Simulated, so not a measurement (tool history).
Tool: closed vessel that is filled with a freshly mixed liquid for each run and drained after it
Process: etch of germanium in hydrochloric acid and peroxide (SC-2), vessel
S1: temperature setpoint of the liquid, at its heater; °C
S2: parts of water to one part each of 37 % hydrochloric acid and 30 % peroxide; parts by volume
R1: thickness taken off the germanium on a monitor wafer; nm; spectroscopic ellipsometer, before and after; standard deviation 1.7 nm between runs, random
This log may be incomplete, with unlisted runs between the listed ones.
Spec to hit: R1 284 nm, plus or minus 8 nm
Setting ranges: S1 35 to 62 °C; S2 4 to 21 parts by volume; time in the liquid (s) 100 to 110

run 1 hour=0 | S1=46 S2=11.5 time_in_the_liquid_(s)=100 | R1=207.25
run 2 hour=4.4 | S1=48 S2=11.5 time_in_the_liquid_(s)=100 | R1=220.6
run 3 hour=6.3 | S1=49.5 S2=11.5 time_in_the_liquid_(s)=100 | R1=231.89
run 4 hour=14.7 | S1=51 S2=11.5 time_in_the_liquid_(s)=100 | R1=240.08
run 5 hour=19.2 | S1=51 S2=14 time_in_the_liquid_(s)=100 | R1=237.37
run 6 hour=27.9 | S1=52.5 S2=14 time_in_the_liquid_(s)=100 | R1=249.73
run 7 hour=30.2 | S1=53.5 S2=14 time_in_the_liquid_(s)=100 | R1=255.72
run 8 hour=32.6 | S1=53.5 S2=14 time_in_the_liquid_(s)=100 | R1=255.68
run 9 hour=40.9 | S1=54 S2=14 time_in_the_liquid_(s)=100 | R1=258.51
run 10 hour=44.2 | S1=54.5 S2=14 time_in_the_liquid_(s)=100 | R1=261.13
run 11 hour=45.9 | S1=55 S2=14 time_in_the_liquid_(s)=100 | R1=270.67

Which single option among these 5 for the next run brings every result within its allowed miss of target? Just one does.
run A hour=47.6 | S1=54.5 S2=15 time_in_the_liquid_(s)=100 | R1=?
run B hour=47.6 | S1=52.5 S2=19.5 time_in_the_liquid_(s)=110 | R1=?
run C hour=47.6 | S1=55 S2=15 time_in_the_liquid_(s)=100 | R1=?
run D hour=47.6 | S1=54.5 S2=12.5 time_in_the_liquid_(s)=105 | R1=?
run E hour=47.6 | S1=53.5 S2=10 time_in_the_liquid_(s)=100 | R1=?

move=A R1=259.83
move=B R1=256.83
move=C R1=263.73
move=D R1=280.16
move=E R1=265.56
A: the biggest miss grows against the last run
B: the biggest miss grows against the last run
C: the biggest miss grows against the last run
D: hits every target within its allowed miss
E: the biggest miss grows against the last run
So the answer is move D, the one that meets all the targets.
